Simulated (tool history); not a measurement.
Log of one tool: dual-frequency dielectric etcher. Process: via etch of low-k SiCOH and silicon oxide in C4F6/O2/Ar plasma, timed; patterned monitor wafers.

run	day	source power (W)	bias power (W)	etch time (s)	mean etch depth across the wafer (angstrom)
1	0	470	153	79	2106.4
2	0.283	470	153	79	2108.1
3	0.542	470	153	82.5	2187.5
4	0.804	470	176	82.5	2291.2
5	0.971	450	175	82.5	2248.4
6	1.125	400	175	82.5	2119.9
7	1.404	400	175	82.5	2122.9
8	1.442	390	175	82.5	2099.4

The next listed run, before its measurement:
9	1.754	380	175	82.5	?

{"run 9": {"mean etch depth across the wafer (angstrom)": 2069.4}}
